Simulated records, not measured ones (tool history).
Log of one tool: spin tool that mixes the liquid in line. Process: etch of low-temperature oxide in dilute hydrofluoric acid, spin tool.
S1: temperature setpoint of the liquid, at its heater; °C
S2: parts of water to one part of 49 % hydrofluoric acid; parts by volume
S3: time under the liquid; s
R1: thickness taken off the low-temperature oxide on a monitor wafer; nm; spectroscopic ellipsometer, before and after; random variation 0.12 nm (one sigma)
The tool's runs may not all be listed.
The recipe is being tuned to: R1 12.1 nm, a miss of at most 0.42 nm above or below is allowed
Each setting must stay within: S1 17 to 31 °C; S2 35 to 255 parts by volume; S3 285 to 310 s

{"run": 1, "hour": 0.0, "S1": 23, "S2": 145, "S3": 285, "R1": 19.061}
{"run": 2, "hour": 0.8, "S1": 22, "S2": 150, "S3": 285, "R1": 17.43}
{"run": 3, "hour": 3.4, "S1": 21, "S2": 155, "S3": 285, "R1": 15.859}
{"run": 4, "hour": 9.5, "S1": 21, "S2": 155, "S3": 310, "R1": 17.427}
{"run": 5, "hour": 14.0, "S1": 19.5, "S2": 155, "S3": 310, "R1": 16.39}
{"run": 6, "hour": 16.6, "S1": 19.5, "S2": 155, "S3": 310, "R1": 16.496}
{"run": 7, "hour": 21.9, "S1": 19.5, "S2": 155, "S3": 310, "R1": 16.381}
{"run": 8, "hour": 30.6, "S1": 19, "S2": 160, "S3": 310, "R1": 15.655}
{"run": 9, "hour": 35.9, "S1": 18.5, "S2": 165, "S3": 310, "R1": 14.413}
{"run": 10, "hour": 37.3, "S1": 18, "S2": 170, "S3": 310, "R1": 13.881}
{"run": 11, "hour": 42.3, "S1": 18, "S2": 175, "S3": 310, "R1": 13.394}
{"run": 12, "hour": 47.6, "S1": 17.5, "S2": 180, "S3": 310, "R1": 12.505}

Exactly one of the 5 candidate moves below puts every result within its allowed miss. Which one?
{"run": "A", "hour": 52.9, "S1": 17, "S2": 180, "S3": 285, "R1": "?"}
{"run": "B", "hour": 52.9, "S1": 17.5, "S2": 175, "S3": 310, "R1": "?"}
{"run": "C", "hour": 52.9, "S1": 17.5, "S2": 170, "S3": 310, "R1": "?"}
{"run": "D", "hour": 52.9, "S1": 18, "S2": 170, "S3": 290, "R1": "?"}
{"run": "E", "hour": 52.9, "S1": 17.5, "S2": 190, "S3": 310, "R1": "?"}

move=A R1=11.456
move=B R1=13.139
move=C R1=13.59
move=D R1=12.972
move=E R1=11.932
A: takes the biggest miss from the last run beyond its target
B: moves away from the targets compared with the last run
C: moves away from the targets compared with the last run
D: moves away from the targets compared with the last run
E: all results in spec
Move E is the one to make.

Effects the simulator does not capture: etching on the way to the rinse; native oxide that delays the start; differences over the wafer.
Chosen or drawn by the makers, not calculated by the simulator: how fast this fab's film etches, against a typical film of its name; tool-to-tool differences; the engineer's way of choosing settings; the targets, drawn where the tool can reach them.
